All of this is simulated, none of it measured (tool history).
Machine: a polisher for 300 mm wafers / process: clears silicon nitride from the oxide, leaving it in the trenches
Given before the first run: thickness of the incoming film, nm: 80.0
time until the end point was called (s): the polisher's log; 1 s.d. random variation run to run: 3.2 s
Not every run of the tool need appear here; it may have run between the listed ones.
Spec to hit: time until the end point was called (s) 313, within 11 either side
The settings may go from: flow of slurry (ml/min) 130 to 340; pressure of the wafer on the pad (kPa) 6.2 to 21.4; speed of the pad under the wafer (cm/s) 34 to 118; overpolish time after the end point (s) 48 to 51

run	hour	flow of slurry (ml/min)	pressure of the wafer on the pad (kPa)	speed of the pad under the wafer (cm/s)	overpolish time after the end point (s)	time until the end point was called (s)
1	0	220	13.8	76	48	153.59
2	0.8	220	13.8	94	48	126.63
3	6.7	220	10.3	94	48	161.14
4	9.8	220	10.3	94	48	160.37
5	10.6	220	6.9	94	48	221.51
6	11.5	190	6.9	94	48	227.99
7	15.1	185	6.9	92	48	232.76
8	20.9	180	6.9	90	48	239.77
9	24.6	180	6.9	90	48	239.12

Below are 5 possible settings for the next run. Only one of them brings all results inside the allowed miss of their targets. Which is it?
A	28.3	175	6.2	68	51	?
B	28.3	175	6.2	68	50	?
C	28.3	130	7.6	74	48	?
D	28.3	185	6.2	74	51	?
E	28.3	135	7.6	70	48	?

move	time until the end point was called (s)
A	333.01
B	333.01
C	274.49
D	304.81
E	288.11
A: pushes the last run's worst result past its target
B: pushes the last run's worst result past its target
C: nearer than the last run, and not there yet
D: in spec on every target
E: nearer than the last run, and not there yet
Answer: D
